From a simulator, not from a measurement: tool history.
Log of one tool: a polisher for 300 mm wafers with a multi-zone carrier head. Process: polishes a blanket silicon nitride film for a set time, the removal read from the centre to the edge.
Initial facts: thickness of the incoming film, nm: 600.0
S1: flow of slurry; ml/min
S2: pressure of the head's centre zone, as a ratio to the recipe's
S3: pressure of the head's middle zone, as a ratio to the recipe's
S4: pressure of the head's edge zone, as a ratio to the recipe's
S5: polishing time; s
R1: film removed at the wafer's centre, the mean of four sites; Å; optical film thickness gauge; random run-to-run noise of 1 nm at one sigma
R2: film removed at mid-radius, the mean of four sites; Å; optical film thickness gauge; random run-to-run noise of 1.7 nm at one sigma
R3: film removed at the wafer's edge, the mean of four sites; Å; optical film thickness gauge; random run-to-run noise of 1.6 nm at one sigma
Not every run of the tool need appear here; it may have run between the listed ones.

run  hour   S1    S2    S3    S4  S5      R1      R2      R3
  1   0.0  300  1.00  1.00  1.00  79  1521.7  1499.7  1502.8
  2   2.7  300  0.99  0.99  0.98  75  1436.3  1379.5  1497.9
  3  11.2  300  0.93  0.99  0.98  75  1358.4  1440.9  1493.9
  4  13.0  300  0.90  0.99  0.98  75  1337.4  1400.4  1501.4
  5  17.2  300  0.90  0.91  0.98  75  1324.4  1325.2  1477.5
  6  21.4  300  0.90  0.91  0.92  75  1335.6  1311.3  1426.0
  7  27.8  300  0.90  0.91  0.92  75  1336.4  1302.7  1426.7
  8  28.4  300  0.91  0.93  0.90  72  1287.1  1281.2  1321.4
  9  36.0  300  0.91  0.92  0.88  71  1275.5  1278.1  1296.7
 10  42.5  295  0.94  0.90  0.82  60  1100.7  1003.5  1089.8

Estimate the outcome of run 11 from the log above:
 11  43.0  295  0.94  0.90  0.82  60   ?   ?   ?

R1: 1094.8 Å
R2: 1054.6 Å
R3: 1086.0 Å
